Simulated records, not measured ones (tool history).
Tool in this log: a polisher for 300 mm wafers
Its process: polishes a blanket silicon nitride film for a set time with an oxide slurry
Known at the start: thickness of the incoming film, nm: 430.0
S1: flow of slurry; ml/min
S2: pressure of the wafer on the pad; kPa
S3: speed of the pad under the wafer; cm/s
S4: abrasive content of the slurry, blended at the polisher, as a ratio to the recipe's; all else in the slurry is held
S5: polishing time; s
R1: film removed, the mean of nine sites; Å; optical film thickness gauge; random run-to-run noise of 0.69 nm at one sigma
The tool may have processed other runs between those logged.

run	day	S1	S2	S3	S4	S5	R1
1	0.000	180	26.9	138	1.0	47	406.40
2	0.217	210	26.9	138	1.0	47	425.47
3	0.521	210	26.9	138	1.0	49	434.85
4	0.642	210	26.9	138	1.0	47	423.53
5	0.825	220	29.6	138	1.0	47	453.39
6	1.125	220	32.4	140	1.0	47	493.35

What will run 7 give?
7	1.438	220	34.5	142	1.0	47	?

{"run 7": {"R1": 521.39}}

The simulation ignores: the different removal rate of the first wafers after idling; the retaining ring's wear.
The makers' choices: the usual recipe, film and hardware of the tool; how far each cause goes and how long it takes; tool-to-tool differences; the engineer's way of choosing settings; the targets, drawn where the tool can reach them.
